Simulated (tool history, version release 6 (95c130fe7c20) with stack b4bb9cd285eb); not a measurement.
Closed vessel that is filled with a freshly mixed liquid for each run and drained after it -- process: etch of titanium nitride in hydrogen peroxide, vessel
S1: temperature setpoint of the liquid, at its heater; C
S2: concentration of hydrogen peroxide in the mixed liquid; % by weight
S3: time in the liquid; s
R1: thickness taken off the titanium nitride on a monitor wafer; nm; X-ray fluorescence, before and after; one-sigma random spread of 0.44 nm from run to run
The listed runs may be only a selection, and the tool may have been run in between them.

| run | hour | S1 | S2 | S3 | R1 |
|---|---|---|---|---|---|
| 1 | 0 | 51 | 16 | 685 | 36.355 |
| 2 | 2.7 | 53.5 | 16 | 685 | 42.828 |
| 3 | 5.6 | 55.5 | 16 | 685 | 49.487 |
| 4 | 9.8 | 55.5 | 16 | 730 | 52.835 |
|  | 12.8 | peroxide flow meter replaced |
| 5 | 12.8 | 56.5 | 16 | 730 | 58.171 |
| 6 | 15 | 57.5 | 16 | 730 | 61.674 |
| 7 | 16.9 | 58 | 16 | 730 | 63.81 |

Predict the results of run 8:
| 8 | 19.4 | 58.5 | 16 | 730 | ? |

{"run 8": {"R1": 66.044}}
